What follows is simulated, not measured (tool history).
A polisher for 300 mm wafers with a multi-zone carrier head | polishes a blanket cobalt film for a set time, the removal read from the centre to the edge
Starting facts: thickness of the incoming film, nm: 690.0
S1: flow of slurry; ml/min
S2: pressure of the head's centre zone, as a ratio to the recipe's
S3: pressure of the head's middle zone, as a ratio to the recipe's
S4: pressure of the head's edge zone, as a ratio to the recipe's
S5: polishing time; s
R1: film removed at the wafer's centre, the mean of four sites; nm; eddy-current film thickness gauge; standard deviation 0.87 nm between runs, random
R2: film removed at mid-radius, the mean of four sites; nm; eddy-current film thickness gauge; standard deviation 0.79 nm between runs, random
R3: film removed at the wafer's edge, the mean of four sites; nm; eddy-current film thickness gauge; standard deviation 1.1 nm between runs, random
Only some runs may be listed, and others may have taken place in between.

run 1 hour=0 | S1=130 S2=1 S3=1 S4=1 S5=39 | R1=211.77 R2=211.74 R3=202.76
run 2 hour=2.7 | S1=110 S2=1 S3=1 S4=1 S5=39 | R1=205.76 R2=206.08 R3=193.62
run 3 hour=6.4 | S1=110 S2=0.95 S3=1 S4=1 S5=39 | R1=194.45 R2=204.48 R3=199.57
run 4 hour=14.1 | S1=110 S2=0.95 S3=1 S4=0.97 S5=39 | R1=193.24 R2=205.92 R3=200.23
run 5 hour=22.4 | S1=85 S2=0.95 S3=1 S4=0.97 S5=39 | R1=185.97 R2=198.04 R3=188.89
run 6 hour=25.9 | S1=85 S2=1.02 S3=1 S4=0.97 S5=39 | R1=204.16 R2=198.09 R3=191.59
run 7 hour=31 | S1=85 S2=1 S3=0.99 S4=0.94 S5=35 | R1=176.07 R2=178 R3=165.07
run 8 hour=37.3 | S1=85 S2=0.98 S3=0.96 S4=0.94 S5=32 | R1=157.7 R2=158.24 R3=154.78
run 9 hour=38.2 | S1=85 S2=0.97 S3=0.95 S4=0.93 S5=30 | R1=148.6 R2=145.94 R3=145.78
run 10 hour=44.3 | S1=85 S2=0.95 S3=0.95 S4=0.92 S5=28 | R1=130.85 R2=137.79 R3=133.76
run 11 hour=53.1 | S1=85 S2=0.95 S3=0.95 S4=0.92 S5=28 | R1=134.36 R2=137.32 R3=132.15
run 12 hour=53.9 | S1=85 S2=0.85 S3=0.86 S4=0.84 S5=20 | R1=86.258 R2=90.714 R3=90.865
run 13 hour=58.8 | S1=120 S2=0.85 S3=0.89 S4=0.94 S5=19 | R1=85.329 R2=94.944 R3=94.645
run 14 hour=64.1 | S1=120 S2=0.87 S3=0.9 S4=0.96 S5=19 | R1=88.034 R2=93.512 R3=95.409
run 15 hour=66.5 | S1=120 S2=0.88 S3=0.92 S4=0.98 S5=19 | R1=88.618 R2=95.522 R3=96.681
run 16 hour=71.7 | S1=125 S2=0.89 S3=0.93 S4=0.99 S5=19 | R1=91.595 R2=97.346 R3=97.413
run 17 hour=73 | S1=125 S2=0.9 S3=0.94 S4=1 S5=19 | R1=91.996 R2=97.932 R3=98.094
run 18 hour=76.5 | S1=125 S2=0.91 S3=0.95 S4=1.01 S5=19 | R1=93.183 R2=97.409 R3=98.738
run 19 hour=80.9 | S1=125 S2=0.91 S3=0.96 S4=1.02 S5=19 | R1=95.015 R2=99.678 R3=98.418
run 20 hour=82.4 | S1=125 S2=0.91 S3=0.96 S4=1.03 S5=19 | R1=93.146 R2=99.61 R3=100.42

What does the tool deliver on the next run?
run 21 hour=88.3 | S1=125 S2=0.92 S3=0.97 S4=1.04 S5=19 | R1=? R2=? R3=?

R1: 92.528 nm
R2: 100.92 nm
R3: 101.1 nm

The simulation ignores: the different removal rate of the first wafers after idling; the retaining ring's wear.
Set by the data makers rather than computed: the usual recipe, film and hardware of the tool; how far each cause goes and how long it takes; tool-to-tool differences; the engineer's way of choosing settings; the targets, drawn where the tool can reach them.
